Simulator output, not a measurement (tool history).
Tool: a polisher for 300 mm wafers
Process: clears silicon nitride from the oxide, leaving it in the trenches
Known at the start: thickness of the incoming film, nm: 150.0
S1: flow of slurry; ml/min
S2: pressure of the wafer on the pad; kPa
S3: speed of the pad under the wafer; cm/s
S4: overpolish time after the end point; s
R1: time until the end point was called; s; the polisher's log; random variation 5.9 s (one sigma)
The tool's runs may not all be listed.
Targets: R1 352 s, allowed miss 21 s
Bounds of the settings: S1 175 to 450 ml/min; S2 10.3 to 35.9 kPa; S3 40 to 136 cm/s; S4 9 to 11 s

run 1 day=0 | S1=290 S2=22.8 S3=88 S4=11 | R1=174.52
run 2 day=0.254 | S1=290 S2=20.7 S3=86 S4=11 | R1=189.05
run 3 day=0.35 | S1=290 S2=20.7 S3=86 S4=9 | R1=193.49
run 4 day=0.512 | S1=290 S2=18.6 S3=86 S4=9 | R1=208.2
run 5 day=0.858 | S1=290 S2=18.6 S3=86 S4=11 | R1=208.2
run 6 day=1.133 | S1=290 S2=17.2 S3=82 S4=11 | R1=236.31
run 7 day=1.329 | S1=290 S2=15.9 S3=80 S4=11 | R1=259.27
run 8 day=1.575 | S1=290 S2=15.2 S3=80 S4=11 | R1=275.75
run 9 day=1.612 | S1=290 S2=14.5 S3=80 S4=11 | R1=291.4
run 10 day=1.658 | S1=290 S2=13.8 S3=80 S4=11 | R1=298.75
run 11 day=2.038 | S1=290 S2=13.1 S3=80 S4=11 | R1=310.66

Which of these 5 next moves meets every target?
run A day=2.417 | S1=310 S2=13.8 S3=78 S4=11 | R1=?
run B day=2.417 | S1=330 S2=15.2 S3=62 S4=11 | R1=?
run C day=2.417 | S1=320 S2=13.1 S3=86 S4=11 | R1=?
run D day=2.417 | S1=225 S2=15.2 S3=90 S4=9 | R1=?
run E day=2.417 | S1=225 S2=11.7 S3=94 S4=11 | R1=?

move=A R1=297.69
move=B R1=337.37
move=C R1=283.66
move=D R1=243.66
move=E R1=298.39
A: further off than the last run
B: meets every target
C: further off than the last run
D: further off than the last run
E: further off than the last run
Answer: B
